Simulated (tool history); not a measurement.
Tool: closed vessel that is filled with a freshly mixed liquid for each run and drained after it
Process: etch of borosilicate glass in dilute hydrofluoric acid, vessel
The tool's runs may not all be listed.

run    day  temperature setpoint of the liquid (°C)  parts of water to one part of 49 % hydrofluoric acid (parts by volume)  time in the liquid (s)  thickness taken off the borosilicate glass on a monitor wafer (angstrom)
  1      0                                       21                                                                     110                      55                                                                    69.547
  2  0.117                                       21                                                                     110                      55                                                                    69.836
  3  0.375                                       21                                                                     110                      35                                                                    44.273
  4  0.721                                       21                                                                     125                      35                                                                    38.284
  5  0.858                                     19.5                                                                     125                      35                                                                    35.838
  6  0.962                                     19.5                                                                     125                      35                                                                     36.13
  7    1.1                                     23.5                                                                     115                      35                                                                    46.788

The next listed run, before its measurement:
  8  1.183                                       25                                                                     110                      35                                                                         ?

thickness taken off the borosilicate glass on a monitor wafer (angstrom): 51.527
